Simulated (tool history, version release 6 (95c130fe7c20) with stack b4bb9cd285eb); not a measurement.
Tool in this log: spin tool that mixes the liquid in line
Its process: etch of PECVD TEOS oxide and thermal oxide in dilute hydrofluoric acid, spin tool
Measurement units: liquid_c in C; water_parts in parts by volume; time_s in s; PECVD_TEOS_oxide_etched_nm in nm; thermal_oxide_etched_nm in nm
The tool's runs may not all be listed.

run 1 hour=0.0 | liquid_c=26.0 water_parts=90 time_s=180 | PECVD_TEOS_oxide_etched_nm=18.5080 thermal_oxide_etched_nm=10.0430
run 2 hour=4.4 | liquid_c=26.0 water_parts=75 time_s=180 | PECVD_TEOS_oxide_etched_nm=22.2220 thermal_oxide_etched_nm=12.1840
run 3 hour=11.6 | liquid_c=26.0 water_parts=75 time_s=135 | PECVD_TEOS_oxide_etched_nm=16.6710 thermal_oxide_etched_nm=9.1808
run 4 hour=16.9 | liquid_c=26.0 water_parts=100 time_s=135 | PECVD_TEOS_oxide_etched_nm=12.1900 thermal_oxide_etched_nm=6.6269
run 5 hour=18.0 | liquid_c=26.0 water_parts=100 time_s=185 | PECVD_TEOS_oxide_etched_nm=16.4540 thermal_oxide_etched_nm=9.0223
run 6 hour=24.9 | liquid_c=26.0 water_parts=100 time_s=105 | PECVD_TEOS_oxide_etched_nm=9.4147 thermal_oxide_etched_nm=5.1903
run 7 hour=29.8 | liquid_c=28.5 water_parts=100 time_s=105 | PECVD_TEOS_oxide_etched_nm=10.4440 thermal_oxide_etched_nm=5.6988
run 8 hour=37.3 | liquid_c=30.0 water_parts=100 time_s=105 | PECVD_TEOS_oxide_etched_nm=10.9560 thermal_oxide_etched_nm=5.9754
run 9 hour=44.2 | liquid_c=31.0 water_parts=100 time_s=105 | PECVD_TEOS_oxide_etched_nm=11.7320 thermal_oxide_etched_nm=6.2676
run 10 hour=52.5 | liquid_c=31.5 water_parts=100 time_s=105 | PECVD_TEOS_oxide_etched_nm=11.7570 thermal_oxide_etched_nm=6.3854

Predict the results of run 11:
run 11 hour=56.8 | liquid_c=32.0 water_parts=100 time_s=105 | PECVD_TEOS_oxide_etched_nm=? thermal_oxide_etched_nm=?

Run 11 measured PECVD_TEOS_oxide_etched_nm 11.9290 nm, thermal_oxide_etched_nm 6.4576 nm.
